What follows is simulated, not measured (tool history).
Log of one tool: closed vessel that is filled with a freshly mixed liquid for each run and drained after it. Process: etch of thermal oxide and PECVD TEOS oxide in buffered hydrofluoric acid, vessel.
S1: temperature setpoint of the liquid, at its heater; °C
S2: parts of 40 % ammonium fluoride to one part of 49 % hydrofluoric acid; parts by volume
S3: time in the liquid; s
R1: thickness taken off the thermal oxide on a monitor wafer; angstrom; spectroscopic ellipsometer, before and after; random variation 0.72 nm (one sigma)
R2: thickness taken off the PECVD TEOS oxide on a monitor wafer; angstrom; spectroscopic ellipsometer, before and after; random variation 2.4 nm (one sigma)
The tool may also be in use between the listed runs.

run	day	S1	S2	S3	R1	R2
1	0.000	24.0	8.5	60	698.76	1620.9
2	0.125	25.0	8.5	60	737.27	1716.0
3	0.246	28.0	8.5	60	862.31	2039.5
4	0.408	28.5	8.0	60	954.34	2190.2
5	0.746	28.5	8.0	70	1089.30	2580.0
6	0.971	28.5	8.0	95	1490.90	3493.4
7	1.279	28.0	8.0	95	1455.00	3362.1

Run 8 comes next. What will it give?
8	1.608	28.0	8.0	95	?	?

{"run 8": {"R1": 1455.8, "R2": 3404.9}}
